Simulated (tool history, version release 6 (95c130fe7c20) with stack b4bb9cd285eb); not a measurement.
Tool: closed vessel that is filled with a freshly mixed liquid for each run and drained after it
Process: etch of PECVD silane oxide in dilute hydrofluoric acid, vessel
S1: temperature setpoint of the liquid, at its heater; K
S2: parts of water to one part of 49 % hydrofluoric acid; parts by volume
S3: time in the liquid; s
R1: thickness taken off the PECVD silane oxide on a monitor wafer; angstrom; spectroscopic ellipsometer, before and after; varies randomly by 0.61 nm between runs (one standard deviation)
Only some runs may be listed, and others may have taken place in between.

| run | hour | S1 | S2 | S3 | R1 |
|---|---|---|---|---|---|
| 1 | 0.0 | 294.15 | 200 | 405 | 363.17 |
| 2 | 4.5 | 295.65 | 200 | 405 | 383.11 |
| 3 | 8.7 | 295.65 | 200 | 405 | 383.87 |
| 4 | 15.3 | 297.15 | 185 | 405 | 438.19 |
| 5 | 20.4 | 297.15 | 225 | 405 | 350.56 |
| 6 | 23.2 | 297.15 | 270 | 405 | 272.19 |
| 7 | 27.5 | 298.15 | 240 | 405 | 337.19 |
| 8 | 29.9 | 299.15 | 215 | 405 | 399.80 |
| 9 | 30.9 | 299.65 | 195 | 405 | 455.19 |
| 10 | 36.8 | 300.15 | 180 | 405 | 511.83 |
| 11 | 42.1 | 300.15 | 180 | 405 | 506.06 |
| 12 | 50.7 | 300.15 | 180 | 405 | 511.75 |
| 13 | 56.7 | 300.15 | 180 | 405 | 507.99 |
| 14 | 60.6 | 300.65 | 170 | 405 | 555.81 |
| 15 | 64.5 | 301.15 | 165 | 405 | 583.48 |

What will run 16 give?
| 16 | 71.4 | 301.15 | 165 | 405 | ? |

R1: 589.14 angstrom

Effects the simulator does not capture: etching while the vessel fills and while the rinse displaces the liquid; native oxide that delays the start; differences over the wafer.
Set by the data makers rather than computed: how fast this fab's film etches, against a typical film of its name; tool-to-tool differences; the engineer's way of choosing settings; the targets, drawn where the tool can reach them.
